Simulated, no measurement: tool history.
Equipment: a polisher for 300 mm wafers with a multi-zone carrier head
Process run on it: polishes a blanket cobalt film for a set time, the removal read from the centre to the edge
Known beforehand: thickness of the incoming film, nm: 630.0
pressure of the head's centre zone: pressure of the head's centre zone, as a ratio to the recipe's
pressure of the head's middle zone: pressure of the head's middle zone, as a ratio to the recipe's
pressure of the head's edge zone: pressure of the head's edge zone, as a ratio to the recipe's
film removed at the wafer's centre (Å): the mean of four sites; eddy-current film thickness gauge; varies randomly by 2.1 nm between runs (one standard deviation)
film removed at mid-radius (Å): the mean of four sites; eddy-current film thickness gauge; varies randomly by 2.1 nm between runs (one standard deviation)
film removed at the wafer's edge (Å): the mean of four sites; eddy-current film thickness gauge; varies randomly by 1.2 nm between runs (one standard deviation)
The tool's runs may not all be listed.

| run | hour | flow of slurry (ml/min) | pressure of the head's centre zone | pressure of the head's middle zone | pressure of the head's edge zone | polishing time (s) | film removed at the wafer's centre (Å) | film removed at mid-radius (Å) | film removed at the wafer's edge (Å) |
|---|---|---|---|---|---|---|---|---|---|
| 1 | 0.0 | 245 | 1.00 | 1.00 | 1.00 | 61 | 2623.6 | 2617.3 | 2688.0 |
| 2 | 4.7 | 245 | 1.00 | 1.07 | 1.00 | 61 | 2675.5 | 2873.5 | 2687.1 |
| 3 | 7.2 | 240 | 0.99 | 1.03 | 0.98 | 57 | 2471.6 | 2546.8 | 2481.2 |
| 4 | 12.4 | 265 | 0.99 | 1.03 | 0.98 | 57 | 2457.2 | 2578.2 | 2514.8 |
| 5 | 21.1 | 255 | 0.98 | 0.99 | 0.95 | 54 | 2283.5 | 2326.3 | 2326.8 |
| 6 | 25.6 | 255 | 0.98 | 0.99 | 0.95 | 67 | 2844.0 | 2864.7 | 2896.6 |
| 7 | 31.2 | 245 | 0.97 | 0.96 | 0.93 | 63 | 2620.6 | 2632.3 | 2686.5 |
| 8 | 32.4 | 245 | 0.97 | 0.93 | 0.92 | 59 | 2404.7 | 2433.0 | 2501.1 |
| 9 | 36.9 | 245 | 0.99 | 0.91 | 0.93 | 55 | 2373.2 | 2195.1 | 2360.7 |
| 10 | 42.8 | 240 | 0.98 | 0.89 | 0.92 | 52 | 2174.0 | 2095.3 | 2228.2 |

Run 11 comes next. What will it give?
| 11 | 49.2 | 240 | 0.98 | 0.87 | 0.93 | 49 | ? | ? | ? |

Run 11 yielded film removed at the wafer's centre (Å) 2113.8, film removed at mid-radius (Å) 1883.0, film removed at the wafer's edge (Å) 2098.3.
